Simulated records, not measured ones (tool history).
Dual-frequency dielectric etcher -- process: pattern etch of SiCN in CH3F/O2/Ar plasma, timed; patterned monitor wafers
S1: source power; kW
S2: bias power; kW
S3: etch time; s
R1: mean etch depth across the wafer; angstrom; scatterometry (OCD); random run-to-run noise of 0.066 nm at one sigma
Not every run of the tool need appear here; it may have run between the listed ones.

run,hour,S1,S2,S3,R1
1,0,0.35,0.065,58.5,199.79
2,1.7,0.33,0.064,58.5,196.81
3,3.4,0.33,0.064,58.5,195.82
4,9.7,0.32,0.063,58.5,193.02
5,13.2,0.32,0.07,58.5,199.9
6,14.3,0.32,0.07,61.5,209.88
7,15.3,0.25,0.057,60,182.33

Run 8 comes next. What will it give?
8,24,0.25,0.056,60,?

{"run 8": {"R1": 181.6}}
